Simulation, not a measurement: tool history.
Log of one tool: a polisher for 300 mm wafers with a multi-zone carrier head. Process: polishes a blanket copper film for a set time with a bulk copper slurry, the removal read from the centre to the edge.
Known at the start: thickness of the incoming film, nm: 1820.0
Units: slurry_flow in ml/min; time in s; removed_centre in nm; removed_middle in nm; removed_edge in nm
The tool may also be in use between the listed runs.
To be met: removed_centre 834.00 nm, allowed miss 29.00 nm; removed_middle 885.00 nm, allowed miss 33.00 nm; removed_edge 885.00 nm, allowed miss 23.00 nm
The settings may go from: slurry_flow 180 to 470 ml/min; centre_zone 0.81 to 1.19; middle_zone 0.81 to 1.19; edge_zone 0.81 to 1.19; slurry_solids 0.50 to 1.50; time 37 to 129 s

| run | hour | slurry_flow | centre_zone | middle_zone | edge_zone | slurry_solids | time | removed_centre | removed_middle | removed_edge |
|---|---|---|---|---|---|---|---|---|---|---|
| 1 | 0.0 | 300 | 1.00 | 1.00 | 1.00 | 1.00 | 83 | 748.37 | 747.32 | 774.18 |
| 2 | 3.3 | 310 | 1.01 | 1.03 | 1.04 | 1.05 | 83 | 755.39 | 771.46 | 788.10 |
| 3 | 9.6 | 315 | 1.02 | 1.05 | 1.06 | 1.15 | 84 | 798.41 | 815.14 | 830.90 |
| 4 | 14.5 | 320 | 1.02 | 1.07 | 1.08 | 1.20 | 84 | 811.61 | 831.73 | 836.58 |
| 5 | 16.1 | 320 | 1.02 | 1.07 | 1.08 | 1.20 | 67 | 646.80 | 656.71 | 669.49 |
| 6 | 24.0 | 320 | 1.02 | 1.07 | 1.08 | 1.05 | 67 | 630.96 | 634.21 | 646.23 |
| 7 | 29.9 | 320 | 1.02 | 1.08 | 1.09 | 1.15 | 71 | 670.17 | 683.88 | 701.50 |
| 8 | 34.1 | 320 | 1.02 | 1.09 | 1.10 | 1.25 | 74 | 700.95 | 731.82 | 748.59 |
| 9 | 37.9 | 325 | 1.03 | 1.11 | 1.11 | 1.30 | 76 | 744.02 | 779.59 | 777.62 |

5 next moves are on the table. One of them brings every result within its allowed miss. Which?
| A | 41.7 | 375 | 1.07 | 1.14 | 1.15 | 1.40 | 65 | ? | ? | ? |
| B | 41.7 | 360 | 0.91 | 1.14 | 1.16 | 1.25 | 65 | ? | ? | ? |
| C | 41.7 | 325 | 0.85 | 1.19 | 1.09 | 1.20 | 83 | ? | ? | ? |
| D | 41.7 | 310 | 0.97 | 1.12 | 1.02 | 1.35 | 70 | ? | ? | ? |
| E | 41.7 | 250 | 0.99 | 1.05 | 1.04 | 1.20 | 92 | ? | ? | ? |

| move | removed_centre | removed_middle | removed_edge |
|---|---|---|---|
| A | 673.36 | 686.82 | 691.98 |
| B | 566.51 | 667.61 | 674.78 |
| C | 669.22 | 857.61 | 828.63 |
| D | 647.80 | 715.79 | 699.43 |
| E | 824.29 | 866.87 | 887.12 |
A: further off than the last run
B: further off than the last run
C: further off than the last run
D: further off than the last run
E: meets every target
Answer: E

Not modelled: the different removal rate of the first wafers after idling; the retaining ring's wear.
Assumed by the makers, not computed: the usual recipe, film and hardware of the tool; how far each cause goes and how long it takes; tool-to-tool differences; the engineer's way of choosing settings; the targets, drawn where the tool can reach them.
